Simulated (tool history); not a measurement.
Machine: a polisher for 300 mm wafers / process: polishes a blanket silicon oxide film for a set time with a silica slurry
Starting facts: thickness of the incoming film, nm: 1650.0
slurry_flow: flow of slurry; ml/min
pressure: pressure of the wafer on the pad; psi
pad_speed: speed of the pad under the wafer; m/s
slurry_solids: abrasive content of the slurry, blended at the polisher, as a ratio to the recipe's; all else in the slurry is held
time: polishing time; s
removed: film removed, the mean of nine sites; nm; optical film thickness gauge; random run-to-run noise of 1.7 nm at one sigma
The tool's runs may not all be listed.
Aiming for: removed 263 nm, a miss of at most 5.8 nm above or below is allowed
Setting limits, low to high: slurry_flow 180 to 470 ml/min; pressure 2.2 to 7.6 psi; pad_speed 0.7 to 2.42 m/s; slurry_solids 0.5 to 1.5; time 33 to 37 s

| run | hour | slurry_flow | pressure | pad_speed | slurry_solids | time | removed |
|---|---|---|---|---|---|---|---|
| 1 | 0 | 300 | 4.9 | 1.56 | 1 | 37 | 125.8 |
| 2 | 1.2 | 300 | 4.9 | 1.56 | 1 | 33 | 111.84 |
| 3 | 8.8 | 305 | 5.6 | 1.7 | 1 | 33 | 129.06 |
| 4 | 13 | 305 | 6.1 | 1.88 | 1.1 | 33 | 156.65 |
| 5 | 16.6 | 240 | 6.1 | 1.88 | 1.1 | 33 | 154.25 |
| 6 | 24.9 | 180 | 6.1 | 1.88 | 1.1 | 33 | 147.38 |
| 7 | 27.7 | 220 | 6.5 | 2.02 | 1.1 | 33 | 173.64 |
| 8 | 31.9 | 250 | 6.8 | 2.12 | 1.1 | 33 | 189.51 |
| 9 | 39.7 | 250 | 6.8 | 2.12 | 1.1 | 33 | 188.13 |
| 10 | 48.6 | 250 | 6.8 | 2.12 | 1.1 | 33 | 187.77 |
| 11 | 54.8 | 250 | 6.8 | 2.12 | 1.1 | 33 | 188.52 |
| 12 | 55.8 | 265 | 7 | 2.2 | 1.15 | 33 | 205.4 |
| 13 | 64.7 | 275 | 7.1 | 2.26 | 1.2 | 33 | 218.26 |
| 14 | 67.8 | 285 | 7.2 | 2.3 | 1.2 | 33 | 224.96 |
| 15 | 72.4 | 290 | 7.3 | 2.32 | 1.25 | 33 | 234.29 |
| 16 | 74.3 | 295 | 7.6 | 2.42 | 1.25 | 33 | 249.8 |

Exercise: of the 5 proposed moves below, exactly one satisfies all targets within the stated allowed misses. Which move is it?
| A | 76.2 | 295 | 7.2 | 2.34 | 1.35 | 33 | ? |
| B | 76.2 | 275 | 7.6 | 2.42 | 1.3 | 34 | ? |
| C | 76.2 | 250 | 7.6 | 2.42 | 1.25 | 37 | ? |
| D | 76.2 | 355 | 7.1 | 2.34 | 1.35 | 33 | ? |
| E | 76.2 | 245 | 7.6 | 2.4 | 1.3 | 37 | ? |

| move | removed |
|---|---|
| A | 238.39 |
| B | 260.39 |
| C | 276.32 |
| D | 238.53 |
| E | 278.53 |
A: lands further from the targets than the last run did
B: hits every target within its allowed miss
C: carries the result that was furthest off beyond its target, to the other side
D: lands further from the targets than the last run did
E: carries the result that was furthest off beyond its target, to the other side
The move that meets every target is B.
